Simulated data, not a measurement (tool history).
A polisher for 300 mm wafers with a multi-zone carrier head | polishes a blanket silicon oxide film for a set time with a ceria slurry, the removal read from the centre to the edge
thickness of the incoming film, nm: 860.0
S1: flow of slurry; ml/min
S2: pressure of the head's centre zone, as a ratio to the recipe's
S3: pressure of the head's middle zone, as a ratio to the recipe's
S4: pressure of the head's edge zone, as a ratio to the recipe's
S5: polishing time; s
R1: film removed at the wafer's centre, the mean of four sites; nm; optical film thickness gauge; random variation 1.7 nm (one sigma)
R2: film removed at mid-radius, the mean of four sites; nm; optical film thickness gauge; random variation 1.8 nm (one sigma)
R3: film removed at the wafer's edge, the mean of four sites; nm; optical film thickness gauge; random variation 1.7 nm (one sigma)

run	hour	S1	S2	S3	S4	S5	R1	R2	R3
1	0.0	165	1.00	1.00	1.00	62	190.84	195.42	182.95
2	2.9	165	1.01	1.00	0.98	59	183.46	181.19	169.62
3	6.1	165	1.01	1.00	0.96	57	175.42	175.82	167.51
4	15.0	165	1.03	1.02	0.96	54	169.62	169.50	154.96
5	22.5	165	1.03	1.02	0.96	68	214.41	209.59	198.65
6	27.8	205	1.03	1.02	0.96	68	222.24	220.92	208.31
7	34.0	195	1.04	1.02	0.94	64	205.91	204.24	188.54
8	41.3	190	1.05	1.02	0.92	61	199.17	195.84	178.48
9	46.0	185	1.05	1.02	0.91	58	187.86	187.27	168.54
10	48.3	175	1.10	0.97	0.82	40	135.19	121.50	112.23

Run 11 comes next. What will it give?
11	56.2	180	1.10	0.98	0.82	40	?	?	?

Run 11 gave R1 138.45 nm, R2 124.51 nm, R3 111.32 nm.
